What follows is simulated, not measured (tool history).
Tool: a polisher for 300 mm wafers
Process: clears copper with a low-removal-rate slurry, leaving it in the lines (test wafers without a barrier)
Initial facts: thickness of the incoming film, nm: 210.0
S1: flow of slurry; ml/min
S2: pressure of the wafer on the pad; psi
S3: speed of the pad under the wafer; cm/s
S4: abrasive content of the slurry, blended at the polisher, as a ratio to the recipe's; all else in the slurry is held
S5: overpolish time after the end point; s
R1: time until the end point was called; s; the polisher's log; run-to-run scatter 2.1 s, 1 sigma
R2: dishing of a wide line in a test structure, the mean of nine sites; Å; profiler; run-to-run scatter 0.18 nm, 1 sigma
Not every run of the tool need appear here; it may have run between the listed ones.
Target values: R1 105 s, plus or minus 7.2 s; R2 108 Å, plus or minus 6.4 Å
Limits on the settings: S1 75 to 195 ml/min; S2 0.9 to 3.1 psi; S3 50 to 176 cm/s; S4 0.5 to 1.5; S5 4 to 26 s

run,hour,S1,S2,S3,S4,S5,R1,R2
1,0,125,2,112,1,13,77.529,224.56
2,0.9,125,2,112,1.2,13,74.782,229.66
3,9.8,130,1.9,112,1.2,12,76.51,211.2
4,18.4,130,1.8,112,1.2,11,79.049,186
5,19.1,130,1.7,112,1.2,11,83.48,186.39
6,24.6,130,1.6,110,1.2,10,85.696,160.99
7,28.9,130,1.5,110,1.2,10,90.119,148.58
8,34.9,130,1.1,110,1.2,7,109.72,88.943

Which one of the following 4 next-run settings gets every result inside its allowed miss? There is exactly one.
A,40.9,140,1.1,120,1.2,8,?,?
B,40.9,90,1,106,1.15,11,?,?
C,40.9,170,1,92,1.45,11,?,?
D,40.9,130,1.1,94,1.3,10,?,?

move,R1,R2
A,104.88,104.96
B,129.82,115.58
C,120.33,123.98
D,120.23,113.8
A: hits every target within its allowed miss
B: carries the result that was furthest off beyond its target, to the other side
C: carries the result that was furthest off beyond its target, to the other side
D: the worst result of the last run now meets its target, but another is out of spec
So the answer is move A, the one that meets all the targets.

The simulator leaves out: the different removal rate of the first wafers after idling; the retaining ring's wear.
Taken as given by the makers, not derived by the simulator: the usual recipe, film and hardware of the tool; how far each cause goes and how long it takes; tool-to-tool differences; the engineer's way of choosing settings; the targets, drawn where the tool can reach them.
